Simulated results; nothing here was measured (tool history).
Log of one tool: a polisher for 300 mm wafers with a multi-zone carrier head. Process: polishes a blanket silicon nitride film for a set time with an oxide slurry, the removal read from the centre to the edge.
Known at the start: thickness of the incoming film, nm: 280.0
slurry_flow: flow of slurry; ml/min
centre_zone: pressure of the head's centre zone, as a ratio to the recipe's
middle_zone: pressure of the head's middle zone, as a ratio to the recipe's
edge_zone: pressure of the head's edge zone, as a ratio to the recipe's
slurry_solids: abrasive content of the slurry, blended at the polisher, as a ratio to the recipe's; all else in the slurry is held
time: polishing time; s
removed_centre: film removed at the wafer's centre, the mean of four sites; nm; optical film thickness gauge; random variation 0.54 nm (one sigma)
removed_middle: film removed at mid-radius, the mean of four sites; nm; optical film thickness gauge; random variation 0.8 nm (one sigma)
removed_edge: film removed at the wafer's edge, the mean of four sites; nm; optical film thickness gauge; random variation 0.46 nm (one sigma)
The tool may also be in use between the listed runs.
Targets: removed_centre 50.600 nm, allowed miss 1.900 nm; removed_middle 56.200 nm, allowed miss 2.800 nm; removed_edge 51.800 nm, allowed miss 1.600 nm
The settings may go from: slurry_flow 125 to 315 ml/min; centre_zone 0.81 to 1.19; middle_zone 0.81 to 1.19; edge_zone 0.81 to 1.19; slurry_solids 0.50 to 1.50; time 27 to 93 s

run  hour  slurry_flow  centre_zone  middle_zone  edge_zone  slurry_solids  time  removed_centre  removed_middle  removed_edge
  1   0.0          205         1.00         1.00       1.00           1.00    59          44.421          46.107        44.561
  2   2.0          205         1.00         1.00       1.00           1.10    59          47.804          47.166        46.675
  3   4.2          215         0.99         1.04       1.03           1.10    59          47.613          49.732        47.907
  4   6.9          230         0.99         1.07       1.05           1.10    59          48.135          51.941        48.212
  5  14.5          190         0.99         1.07       1.05           1.10    59          46.764          49.569        47.251
  6  16.0          210         0.99         1.09       1.07           1.10    59          48.473          51.086        48.385
  7  17.2          225         0.98         1.10       1.09           1.10    59          47.589          52.724        48.662
  8  23.6          235         0.98         1.11       1.11           1.10    59          48.378          53.321        50.006
  9  26.9          245         0.98         1.12       1.12           1.10    59          47.598          53.203        49.607

Which of these 5 next moves meets every target?
  A  30.2          240         1.00         1.15       1.11           0.80    77               ?               ?             ?
  B  30.2          260         0.95         1.11       1.11           1.10    59               ?               ?             ?
  C  30.2          265         0.87         1.19       0.93           0.95    69               ?               ?             ?
  D  30.2          255         1.01         1.19       0.96           1.05    61               ?               ?             ?
  E  30.2          240         0.98         1.15       1.18           1.10    58               ?               ?             ?

move  removed_centre  removed_middle  removed_edge
   A          50.649          57.246        51.490
   B          47.317          54.859        50.514
   C          46.079          61.416        49.214
   D          50.446          57.829        47.124
   E          47.480          54.767        50.838
A: meets every target
B: further off than the last run
C: further off than the last run
D: brings the result that was furthest off to its target, and leaves another outside
E: as far off as the last run
Move A is the one to make.

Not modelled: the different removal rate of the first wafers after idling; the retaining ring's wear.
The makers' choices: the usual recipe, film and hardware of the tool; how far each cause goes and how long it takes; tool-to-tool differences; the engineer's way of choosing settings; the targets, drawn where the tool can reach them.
